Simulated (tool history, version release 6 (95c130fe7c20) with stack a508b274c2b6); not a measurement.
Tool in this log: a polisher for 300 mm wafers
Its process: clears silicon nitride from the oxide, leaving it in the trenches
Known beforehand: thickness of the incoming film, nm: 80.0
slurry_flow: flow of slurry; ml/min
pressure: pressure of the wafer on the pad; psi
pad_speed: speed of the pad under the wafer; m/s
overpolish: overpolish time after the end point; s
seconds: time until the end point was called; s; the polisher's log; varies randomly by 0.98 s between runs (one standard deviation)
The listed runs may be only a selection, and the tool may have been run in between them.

run 1 hour=0.0 | slurry_flow=235 pressure=2.8 pad_speed=1.18 overpolish=16 | seconds=77.948
run 2 hour=5.8 | slurry_flow=235 pressure=2.5 pad_speed=1.18 overpolish=16 | seconds=86.647
run 3 hour=9.1 | slurry_flow=235 pressure=2.3 pad_speed=1.18 overpolish=16 | seconds=89.672
run 4 hour=13.8 | slurry_flow=235 pressure=2.3 pad_speed=1.30 overpolish=16 | seconds=84.589
run 5 hour=22.1 | slurry_flow=235 pressure=2.1 pad_speed=1.30 overpolish=16 | seconds=89.841
run 6 hour=24.7 | slurry_flow=235 pressure=1.9 pad_speed=1.30 overpolish=16 | seconds=95.948

The next listed run, before its measurement:
run 7 hour=30.4 | slurry_flow=235 pressure=1.8 pad_speed=1.30 overpolish=16 | seconds=?

Run 7 measured seconds 99.282 s.
